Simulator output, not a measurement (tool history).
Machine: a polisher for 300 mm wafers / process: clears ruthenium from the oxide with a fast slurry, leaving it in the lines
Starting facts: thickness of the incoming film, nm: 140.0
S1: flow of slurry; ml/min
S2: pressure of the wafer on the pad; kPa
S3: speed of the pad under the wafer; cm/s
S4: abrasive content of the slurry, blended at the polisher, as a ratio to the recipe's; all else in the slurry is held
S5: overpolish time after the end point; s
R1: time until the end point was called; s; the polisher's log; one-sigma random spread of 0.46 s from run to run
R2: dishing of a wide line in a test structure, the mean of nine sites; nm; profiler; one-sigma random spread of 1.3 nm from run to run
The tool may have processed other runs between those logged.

run  hour   S1    S2   S3    S4  S5      R1      R2
  1   0.0  260  13.8  108  1.00  22  34.728  59.548
  2   2.3  260  14.5  108  1.00  23  34.406  64.569
  3  10.9  260  15.2  108  1.00  23  32.028  69.442
  4  13.1  260  15.2   92  1.00  23  37.788  58.688
  5  19.9  260  15.2   92  1.20  23  34.599  62.996
  6  27.7  260  15.2   92  1.35  23  33.370  63.953
  7  30.9  260  15.9   92  1.35  24  31.985  67.952
  8  35.5  260  15.9   92  1.35  25  31.847  71.226

Estimate the outcome of run 9 from the log above:
  9  37.5  260  15.9  92  1.35  25   ?   ?

Logged for run 9: R1 31.439 s, R2 69.805 nm.
